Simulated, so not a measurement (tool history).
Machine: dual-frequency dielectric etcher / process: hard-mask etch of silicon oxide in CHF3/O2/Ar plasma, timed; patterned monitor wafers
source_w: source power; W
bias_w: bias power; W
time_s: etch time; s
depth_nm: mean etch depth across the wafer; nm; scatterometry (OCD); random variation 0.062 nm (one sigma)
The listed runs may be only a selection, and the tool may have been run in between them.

run  hour  source_w  bias_w  time_s  depth_nm
  1   0.0       650     166    10.5    20.561
  2   0.7       650     194    10.5    21.573
  3   5.9       660     195    10.5    21.578
  4   7.9       670     196    10.5    21.777
  5  15.0       680     197    10.5    21.834
  6  19.4       680     197    10.0    20.906
  7  20.6       700     200    10.0    21.296
  8  29.5       720     202    10.0    21.577

For run 9, what comes out?
  9  31.3       730     203    10.0         ?

Run 9 yielded depth_nm 21.719 nm.
